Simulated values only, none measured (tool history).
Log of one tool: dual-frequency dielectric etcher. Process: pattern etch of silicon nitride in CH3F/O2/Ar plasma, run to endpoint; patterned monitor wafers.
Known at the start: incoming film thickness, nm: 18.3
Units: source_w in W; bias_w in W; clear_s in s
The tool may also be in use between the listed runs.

run,day,source_w,bias_w,clear_s
1,0.000,370,52,28.130
2,0.133,370,45,29.453
3,0.296,430,45,27.871
4,0.538,450,45,27.487
5,0.733,450,36,29.241
6,0.925,420,36,30.108

Run 7 comes next. What will it give?
7,1.062,410,36,?

clear_s: 30.438 s
